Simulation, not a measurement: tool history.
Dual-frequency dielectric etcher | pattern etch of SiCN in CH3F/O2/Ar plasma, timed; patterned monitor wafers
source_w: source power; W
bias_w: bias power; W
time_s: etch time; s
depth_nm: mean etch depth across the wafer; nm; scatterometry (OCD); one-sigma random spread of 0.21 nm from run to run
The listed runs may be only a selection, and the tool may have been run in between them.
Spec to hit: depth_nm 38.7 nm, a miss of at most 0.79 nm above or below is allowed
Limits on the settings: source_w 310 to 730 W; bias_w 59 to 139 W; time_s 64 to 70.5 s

run  hour  source_w  bias_w  time_s  depth_nm
  1     0       520      99    70.5    34.907
  2   8.8       540     100    70.5    35.755
  3  12.3       560     101    70.5    35.987
  4  15.6       470     101    70.5    33.867
  5    17       500     102    70.5    34.636
  6  22.2       550     102    70.5    36.014
  7  25.6       570     103    70.5    36.751
  8  27.7       580     103    70.5    36.842

Next run, 5 choices. One meets every target within its allowed miss, the rest don't. Which?
  A  29.8       650      98    69.5         ?
  B  29.8       630     121    66.5         ?
  C  29.8       640     127    69.5         ?
  D  29.8       610     124      64         ?
  E  29.8       570     106      69         ?

move  depth_nm
   A    37.073
   B    38.465
   C    41.304
   D    36.982
   E    36.287
A: better than the last run, though not everything is in spec
B: each result inside its tolerance
C: pushes the last run's worst result past its target
D: better than the last run, though not everything is in spec
E: moves away from the targets compared with the last run
Answer: B
